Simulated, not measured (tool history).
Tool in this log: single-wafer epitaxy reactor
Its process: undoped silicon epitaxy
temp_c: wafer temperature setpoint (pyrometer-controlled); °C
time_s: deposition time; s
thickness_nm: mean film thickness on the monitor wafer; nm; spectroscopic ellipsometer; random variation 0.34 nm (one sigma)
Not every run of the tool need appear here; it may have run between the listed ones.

Run 1, hour 0: temp_c 655 °C, time_s 401 s. Result: thickness_nm 65.986 nm.
Run 2, hour 7.8: temp_c 655 °C, time_s 354 s. Result: thickness_nm 58.255 nm.
Run 3, hour 12.2: temp_c 663 °C, time_s 370 s. Result: thickness_nm 73.814 nm.
Run 4, hour 20.5: temp_c 671 °C, time_s 370 s. Result: thickness_nm 89.147 nm.
At hour 24.9: pyrometer calibrated.
Run 5, hour 24.9: temp_c 674 °C, time_s 373 s. Result: thickness_nm 102.5 nm.
Run 6, hour 30.2: temp_c 675 °C, time_s 373 s. Result: thickness_nm 104.88 nm.
Run 7, hour 33.5: temp_c 676 °C, time_s 373 s. Result: thickness_nm 106.97 nm.

Run 8 comes next. What will it give?
Run 8, hour 40.2: temp_c 676 °C, time_s 373 s. Result: thickness_nm ?.

Run 8 gave thickness_nm 107.66 nm.
